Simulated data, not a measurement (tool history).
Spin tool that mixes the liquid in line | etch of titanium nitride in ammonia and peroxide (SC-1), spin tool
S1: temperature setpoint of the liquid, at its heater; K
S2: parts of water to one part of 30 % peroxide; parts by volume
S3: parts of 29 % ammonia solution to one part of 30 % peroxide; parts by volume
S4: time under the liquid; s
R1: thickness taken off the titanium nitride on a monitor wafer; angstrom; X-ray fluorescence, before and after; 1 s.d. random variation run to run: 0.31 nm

| run | hour | S1 | S2 | S3 | S4 | R1 |
|---|---|---|---|---|---|---|
| 1 | 0.0 | 322.15 | 21.5 | 0.40 | 300 | 188.78 |
| 2 | 3.5 | 322.15 | 21.5 | 0.45 | 300 | 191.89 |
| 3 | 10.5 | 328.65 | 21.5 | 0.45 | 300 | 304.44 |
| 4 | 16.8 | 328.65 | 21.5 | 0.45 | 320 | 329.03 |
| 5 | 18.9 | 329.15 | 21.5 | 0.45 | 320 | 333.59 |
| 6 | 22.9 | 329.15 | 21.5 | 0.45 | 300 | 311.75 |

Estimate the outcome of run 7 from the log above:
| 7 | 31.0 | 330.15 | 21.5 | 0.45 | 300 | ? |

For run 7 the tool returned R1 329.84 angstrom.
